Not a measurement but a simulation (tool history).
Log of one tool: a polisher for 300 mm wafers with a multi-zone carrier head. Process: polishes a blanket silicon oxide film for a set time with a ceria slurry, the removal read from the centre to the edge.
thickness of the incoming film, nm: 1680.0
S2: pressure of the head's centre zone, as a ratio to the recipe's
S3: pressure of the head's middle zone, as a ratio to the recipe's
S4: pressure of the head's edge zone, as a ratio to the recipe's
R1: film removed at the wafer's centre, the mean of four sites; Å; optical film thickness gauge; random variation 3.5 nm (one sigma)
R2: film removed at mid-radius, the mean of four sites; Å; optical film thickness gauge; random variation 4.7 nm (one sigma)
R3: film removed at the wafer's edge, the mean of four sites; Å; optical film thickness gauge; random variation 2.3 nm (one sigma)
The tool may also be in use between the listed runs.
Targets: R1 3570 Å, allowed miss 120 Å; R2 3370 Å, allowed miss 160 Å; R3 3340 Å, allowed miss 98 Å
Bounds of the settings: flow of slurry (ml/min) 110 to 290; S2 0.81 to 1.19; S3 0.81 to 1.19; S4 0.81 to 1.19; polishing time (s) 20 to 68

run 1 hour=0 | flow_of_slurry_(ml/min)=185 S2=1 S3=1 S4=1 polishing_time_(s)=44 | R1=2893.3 R2=2720.3 R3=2840.8
run 2 hour=4.5 | flow_of_slurry_(ml/min)=185 S2=1 S3=1 S4=1.07 polishing_time_(s)=44 | R1=2854.6 R2=2813.5 R3=2912.1
run 3 hour=11.7 | flow_of_slurry_(ml/min)=185 S2=1 S3=1 S4=1.07 polishing_time_(s)=39 | R1=2553.6 R2=2462 R3=2578.1
run 4 hour=18.2 | flow_of_slurry_(ml/min)=185 S2=1 S3=1 S4=1.07 polishing_time_(s)=48 | R1=3071.3 R2=3014.5 R3=3142.4
run 5 hour=26 | flow_of_slurry_(ml/min)=185 S2=1 S3=1.07 S4=1.07 polishing_time_(s)=48 | R1=3173.4 R2=3240.1 R3=3130.2
run 6 hour=28.7 | flow_of_slurry_(ml/min)=225 S2=1 S3=1.07 S4=1.07 polishing_time_(s)=48 | R1=3206.9 R2=3261.6 R3=3256.9
run 7 hour=31.8 | flow_of_slurry_(ml/min)=230 S2=1.01 S3=1.07 S4=1.07 polishing_time_(s)=48 | R1=3251 R2=3298.7 R3=3282.1
run 8 hour=40.6 | flow_of_slurry_(ml/min)=230 S2=1.02 S3=1.07 S4=1.07 polishing_time_(s)=48 | R1=3252 R2=3302 R3=3254.1
run 9 hour=44.4 | flow_of_slurry_(ml/min)=230 S2=1.03 S3=1.07 S4=1.07 polishing_time_(s)=48 | R1=3359.7 R2=3303.5 R3=3283.7
run 10 hour=50.4 | flow_of_slurry_(ml/min)=240 S2=1.05 S3=1.08 S4=1.07 polishing_time_(s)=48 | R1=3320 R2=3410 R3=3279.9
run 11 hour=53.4 | flow_of_slurry_(ml/min)=240 S2=1.06 S3=1.07 S4=1.06 polishing_time_(s)=48 | R1=3356.3 R2=3373 R3=3247.4
run 12 hour=58.6 | flow_of_slurry_(ml/min)=240 S2=1.07 S3=1.06 S4=1.06 polishing_time_(s)=48 | R1=3445.3 R2=3323.4 R3=3231.8

5 next moves are on the table. One of them brings every result within its allowed miss. Which?
run A hour=63.8 | flow_of_slurry_(ml/min)=285 S2=1.16 S3=1.06 S4=0.99 polishing_time_(s)=46 | R1=? R2=? R3=?
run B hour=63.8 | flow_of_slurry_(ml/min)=190 S2=1.13 S3=1.07 S4=1.07 polishing_time_(s)=50 | R1=? R2=? R3=?
run C hour=63.8 | flow_of_slurry_(ml/min)=210 S2=1.09 S3=1.12 S4=1.12 polishing_time_(s)=46 | R1=? R2=? R3=?
run D hour=63.8 | flow_of_slurry_(ml/min)=275 S2=1.15 S3=1.11 S4=1.1 polishing_time_(s)=44 | R1=? R2=? R3=?
run E hour=63.8 | flow_of_slurry_(ml/min)=240 S2=1.01 S3=1.13 S4=1.07 polishing_time_(s)=48 | R1=? R2=? R3=?

move=A R1=3533.2 R2=3297.9 R3=3056
move=B R1=3548.8 R2=3422.1 R3=3285.8
move=C R1=3239.8 R2=3326.4 R3=3113.6
move=D R1=3345.5 R2=3268.3 R3=3035.5
move=E R1=3271.5 R2=3564.2 R3=3233.9
A: further off than the last run
B: meets every target
C: further off than the last run
D: further off than the last run
E: further off than the last run
The right move is B.

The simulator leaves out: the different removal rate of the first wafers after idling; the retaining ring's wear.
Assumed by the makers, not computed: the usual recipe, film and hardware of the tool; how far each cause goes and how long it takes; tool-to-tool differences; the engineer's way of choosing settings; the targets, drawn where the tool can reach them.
